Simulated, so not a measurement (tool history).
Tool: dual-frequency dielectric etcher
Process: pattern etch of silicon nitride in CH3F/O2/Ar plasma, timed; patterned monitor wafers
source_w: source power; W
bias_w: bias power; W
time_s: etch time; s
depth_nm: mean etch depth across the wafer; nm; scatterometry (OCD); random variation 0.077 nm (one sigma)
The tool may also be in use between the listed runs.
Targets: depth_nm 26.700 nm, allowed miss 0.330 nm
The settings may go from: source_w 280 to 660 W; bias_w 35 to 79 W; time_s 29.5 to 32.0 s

run 1 day=0.000 | source_w=470 bias_w=57 time_s=32.0 | depth_nm=23.637
run 2 day=0.283 | source_w=500 bias_w=57 time_s=32.0 | depth_nm=24.080
run 3 day=0.633 | source_w=500 bias_w=57 time_s=29.5 | depth_nm=22.202
run 4 day=0.988 | source_w=500 bias_w=57 time_s=29.5 | depth_nm=22.265
run 5 day=1.208 | source_w=530 bias_w=62 time_s=29.5 | depth_nm=23.310
run 6 day=1.308 | source_w=530 bias_w=57 time_s=29.5 | depth_nm=22.567
run 7 day=1.362 | source_w=630 bias_w=68 time_s=30.0 | depth_nm=25.921
run 8 day=1.450 | source_w=640 bias_w=69 time_s=30.0 | depth_nm=26.162

4 next moves are on the table. One of them brings every result within its allowed miss. Which?
run A day=1.538 | source_w=580 bias_w=70 time_s=31.5 | depth_nm=?
run B day=1.538 | source_w=660 bias_w=69 time_s=31.0 | depth_nm=?
run C day=1.538 | source_w=660 bias_w=74 time_s=30.5 | depth_nm=?
run D day=1.538 | source_w=610 bias_w=62 time_s=31.5 | depth_nm=?

move=A depth_nm=26.759
move=B depth_nm=27.355
move=C depth_nm=27.589
move=D depth_nm=26.075
A: meets every target
B: takes the result that was furthest off past its target
C: takes the result that was furthest off past its target
D: further off than the last run
The right move is A.

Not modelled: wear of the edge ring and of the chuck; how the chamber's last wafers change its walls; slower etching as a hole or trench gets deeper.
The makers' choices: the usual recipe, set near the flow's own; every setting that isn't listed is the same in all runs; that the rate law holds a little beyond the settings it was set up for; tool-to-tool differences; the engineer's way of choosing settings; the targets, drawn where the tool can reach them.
